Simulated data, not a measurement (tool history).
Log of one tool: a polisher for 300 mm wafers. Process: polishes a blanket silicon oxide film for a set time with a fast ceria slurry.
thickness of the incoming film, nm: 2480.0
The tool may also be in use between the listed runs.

run	hour	flow of slurry (ml/min)	pressure of the wafer on the pad (psi)	speed of the pad under the wafer (m/s)	polishing time (s)	film removed (nm)
1	0.0	300	3.2	1.04	59	950.68
2	1.8	300	3.2	1.04	62	1011.50
3	10.4	300	3.7	1.04	62	1111.70
4	16.9	300	3.8	1.04	62	1121.30
5	23.7	300	3.8	0.90	62	971.51
6	26.6	330	3.8	0.90	62	995.16
7	32.6	335	3.9	0.90	62	1008.80
8	37.2	335	4.0	0.90	62	1010.20
9	37.8	335	4.1	0.90	62	1033.80
10	40.7	335	4.2	0.90	62	1059.70
11	45.0	335	4.3	0.90	62	1083.50

Forecast run 12:
12	47.9	335	4.4	0.90	62	?

film removed (nm): 1083.30
